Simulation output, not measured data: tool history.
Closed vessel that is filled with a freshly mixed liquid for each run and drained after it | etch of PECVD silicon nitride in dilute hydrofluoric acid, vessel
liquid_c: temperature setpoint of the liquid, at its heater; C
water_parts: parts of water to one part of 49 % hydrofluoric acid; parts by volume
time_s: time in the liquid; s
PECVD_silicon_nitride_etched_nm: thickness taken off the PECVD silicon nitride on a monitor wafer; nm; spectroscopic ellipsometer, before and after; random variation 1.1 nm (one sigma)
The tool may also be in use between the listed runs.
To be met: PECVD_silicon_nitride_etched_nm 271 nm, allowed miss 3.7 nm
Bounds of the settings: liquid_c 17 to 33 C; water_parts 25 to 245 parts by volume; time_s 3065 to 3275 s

run	hour	liquid_c	water_parts	time_s	PECVD_silicon_nitride_etched_nm
1	0	25	135	3065	73.319
2	1.4	26	120	3065	87.379
3	7	27	105	3065	105.9
4	10.1	27	155	3065	72.104
5	15.9	27	155	3065	72.41
6	22.7	30	155	3065	87.028
7	28.9	30.5	140	3065	99.486
8	36.9	31	125	3065	115.89
9	38.8	33	70	3070	233.49

Which of these 4 next moves meets every target?
A	40.7	32	70	3075	?
B	40.7	33	60	3270	?
C	40.7	33	65	3275	?
D	40.7	32.5	85	3070	?

move	PECVD_silicon_nitride_etched_nm
A	220.68
B	291.59
C	269.53
D	186.97
A: further off than the last run
B: takes the result that was furthest off past its target
C: meets every target
D: further off than the last run
Answer: C

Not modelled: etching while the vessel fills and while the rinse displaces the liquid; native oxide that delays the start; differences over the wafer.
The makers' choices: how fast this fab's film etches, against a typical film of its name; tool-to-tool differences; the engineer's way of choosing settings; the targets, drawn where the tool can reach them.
